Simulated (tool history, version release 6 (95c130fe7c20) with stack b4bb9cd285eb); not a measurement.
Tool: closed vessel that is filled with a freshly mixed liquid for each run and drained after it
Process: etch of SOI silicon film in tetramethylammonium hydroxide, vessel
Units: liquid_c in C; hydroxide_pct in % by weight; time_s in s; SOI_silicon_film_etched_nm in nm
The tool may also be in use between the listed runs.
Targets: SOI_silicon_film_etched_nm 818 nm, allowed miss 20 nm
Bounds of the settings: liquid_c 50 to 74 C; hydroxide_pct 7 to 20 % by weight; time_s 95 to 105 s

run  hour  liquid_c  hydroxide_pct  time_s  SOI_silicon_film_etched_nm
  1     0        61           13.5      95                      379.75
  2     4        61           13.5      95                       384.9
  3  11.3        61           14.5      95                      369.81
  4  16.1      64.5           14.5      95                      457.64
  5  24.5      64.5             13      95                      482.02
  6  32.6        70             13      95                      672.08
  7  34.4      70.5             13      95                      689.24
  8  35.5        71             13      95                      709.17
  9  37.3      71.5             13      95                      737.42

Which of these 4 next moves meets every target?
  A  39.1      69.5           13.5     100                           ?
  B  39.1        68           11.5     105                           ?
  C  39.1        72           13.5      95                           ?
  D  39.1      71.5             11     100                           ?

move  SOI_silicon_film_etched_nm
   A                      673.18
   B                      692.96
   C                      740.14
   D                      824.23
A: further off than the last run
B: further off than the last run
C: as far off as the last run
D: meets every target
The right move is D.
